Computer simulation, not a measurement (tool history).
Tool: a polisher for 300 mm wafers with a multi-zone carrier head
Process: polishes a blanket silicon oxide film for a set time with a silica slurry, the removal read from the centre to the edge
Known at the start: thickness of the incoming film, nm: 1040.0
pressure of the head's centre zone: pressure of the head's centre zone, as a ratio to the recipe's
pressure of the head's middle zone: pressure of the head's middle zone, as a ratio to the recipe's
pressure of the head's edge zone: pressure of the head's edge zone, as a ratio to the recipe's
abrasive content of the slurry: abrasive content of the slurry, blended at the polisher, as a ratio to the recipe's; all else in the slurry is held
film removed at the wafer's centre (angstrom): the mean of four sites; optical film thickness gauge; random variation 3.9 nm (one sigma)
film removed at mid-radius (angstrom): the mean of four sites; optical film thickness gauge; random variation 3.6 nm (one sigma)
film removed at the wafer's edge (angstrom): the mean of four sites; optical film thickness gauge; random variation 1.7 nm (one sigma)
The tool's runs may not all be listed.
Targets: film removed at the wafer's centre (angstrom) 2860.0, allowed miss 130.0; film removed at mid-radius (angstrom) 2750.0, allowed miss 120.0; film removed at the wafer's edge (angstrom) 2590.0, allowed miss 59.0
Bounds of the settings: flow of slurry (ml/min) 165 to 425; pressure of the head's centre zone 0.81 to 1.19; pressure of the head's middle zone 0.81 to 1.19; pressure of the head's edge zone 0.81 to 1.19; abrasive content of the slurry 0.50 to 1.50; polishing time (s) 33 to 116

| run | hour | flow of slurry (ml/min) | pressure of the head's centre zone | pressure of the head's middle zone | pressure of the head's edge zone | abrasive content of the slurry | polishing time (s) | film removed at the wafer's centre (angstrom) | film removed at mid-radius (angstrom) | film removed at the wafer's edge (angstrom) |
|---|---|---|---|---|---|---|---|---|---|---|
| 1 | 0.0 | 275 | 1.00 | 1.00 | 1.00 | 1.00 | 74 | 3627.2 | 3553.8 | 3503.6 |
| 2 | 5.4 | 275 | 1.00 | 1.00 | 0.98 | 0.95 | 74 | 3469.6 | 3465.4 | 3431.0 |
| 3 | 13.9 | 275 | 1.07 | 1.00 | 0.98 | 0.95 | 74 | 3674.6 | 3407.1 | 3413.9 |
| 4 | 20.9 | 275 | 1.07 | 1.00 | 0.98 | 0.95 | 93 | 4595.9 | 4406.8 | 4292.3 |
| 5 | 23.6 | 275 | 1.07 | 1.00 | 0.98 | 0.95 | 103 | 5048.6 | 4757.5 | 4759.0 |
| 6 | 30.3 | 275 | 1.07 | 1.00 | 0.96 | 0.90 | 98 | 4678.3 | 4445.1 | 4331.1 |
| 7 | 34.9 | 275 | 1.07 | 1.00 | 0.96 | 0.90 | 98 | 4626.3 | 4331.9 | 4359.8 |
| 8 | 35.5 | 275 | 1.08 | 1.02 | 0.94 | 0.85 | 94 | 4330.9 | 4139.0 | 3968.6 |
| 9 | 39.6 | 270 | 1.08 | 1.02 | 0.92 | 0.80 | 92 | 4096.8 | 3943.4 | 3713.4 |
| 10 | 48.4 | 265 | 1.07 | 1.01 | 0.90 | 0.75 | 90 | 3748.3 | 3665.0 | 3447.5 |
| 11 | 51.9 | 260 | 1.08 | 0.96 | 0.81 | 0.50 | 81 | 2562.2 | 2322.7 | 2219.7 |
| 12 | 57.3 | 265 | 1.08 | 0.97 | 0.83 | 0.50 | 81 | 2596.0 | 2309.3 | 2245.4 |
| 13 | 59.6 | 265 | 1.08 | 0.99 | 0.85 | 0.50 | 81 | 2556.7 | 2384.1 | 2262.3 |
| 14 | 66.9 | 265 | 1.09 | 1.00 | 0.87 | 0.50 | 81 | 2528.6 | 2490.2 | 2289.4 |
| 15 | 73.5 | 270 | 1.09 | 1.00 | 0.88 | 0.50 | 81 | 2630.9 | 2401.1 | 2321.3 |
| 16 | 80.3 | 275 | 1.09 | 1.01 | 0.90 | 0.50 | 81 | 2647.9 | 2481.8 | 2342.3 |
| 17 | 83.6 | 280 | 1.09 | 1.02 | 0.92 | 0.50 | 81 | 2604.7 | 2500.1 | 2358.1 |

4 next moves are on the table. One of them brings every result within its allowed miss. Which?
| A | 86.9 | 270 | 0.82 | 1.04 | 1.02 | 0.55 | 79 | ? | ? | ? |
| B | 86.9 | 225 | 0.93 | 1.17 | 0.95 | 0.50 | 89 | ? | ? | ? |
| C | 86.9 | 250 | 1.12 | 1.05 | 0.96 | 0.55 | 82 | ? | ? | ? |
| D | 86.9 | 320 | 1.16 | 0.99 | 0.87 | 0.50 | 91 | ? | ? | ? |

| move | film removed at the wafer's centre (angstrom) | film removed at mid-radius (angstrom) | film removed at the wafer's edge (angstrom) |
|---|---|---|---|
| A | 2333.9 | 2651.1 | 2590.6 |
| B | 2538.2 | 2988.1 | 2562.6 |
| C | 2847.9 | 2745.6 | 2592.5 |
| D | 3083.5 | 2762.9 | 2604.7 |
A: brings the result that was furthest off to its target, and leaves another outside
B: brings the result that was furthest off to its target, and leaves another outside
C: meets every target
D: brings the result that was furthest off to its target, and leaves another outside
The right move is C.
